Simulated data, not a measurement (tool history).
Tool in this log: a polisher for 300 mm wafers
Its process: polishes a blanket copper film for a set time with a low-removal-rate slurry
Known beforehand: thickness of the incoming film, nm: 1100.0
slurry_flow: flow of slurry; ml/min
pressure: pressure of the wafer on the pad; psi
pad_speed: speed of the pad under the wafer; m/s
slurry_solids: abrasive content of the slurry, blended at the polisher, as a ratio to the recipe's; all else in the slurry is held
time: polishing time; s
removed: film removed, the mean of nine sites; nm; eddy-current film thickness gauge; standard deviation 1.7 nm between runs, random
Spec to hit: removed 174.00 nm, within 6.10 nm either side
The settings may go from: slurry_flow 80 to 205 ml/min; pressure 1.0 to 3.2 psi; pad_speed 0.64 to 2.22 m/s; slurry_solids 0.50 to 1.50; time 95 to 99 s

run    day  slurry_flow  pressure  pad_speed  slurry_solids  time  removed
  1  0.000          135       2.1       1.42           1.00    95   240.83
  2  0.258          135       2.1       1.42           1.10    95   250.90
  3  0.596          130       1.9       1.42           1.10    95   225.22
  4  0.942          160       1.9       1.42           1.10    95   228.86
  5  1.208          160       1.8       1.42           1.10    95   215.22
  6  1.442          160       1.8       1.42           1.10    95   216.97
  7  1.558          160       1.7       1.42           1.10    95   208.93
  8  1.854          160       1.6       1.42           1.10    95   193.70
  9  2.204          160       1.5       1.42           1.10    95   182.39

Consider the 4 candidate settings below. Which is the only one whose results all fall within their allowed miss of target?
  A  2.554          170       1.3       1.60           1.25    97        ?
  B  2.554          185       1.4       1.42           1.05    97        ?
  C  2.554          145       1.5       1.46           1.20    95        ?
  D  2.554          160       1.2       1.56           1.05    95        ?

move  removed
   A   192.32
   B   178.77
   C   193.59
   D   161.35
A: moves away from the targets compared with the last run
B: in spec on every target
C: moves away from the targets compared with the last run
D: the result that was furthest off in the last run now lies on the other side of its target
B is the move that brings every result within its allowed miss.
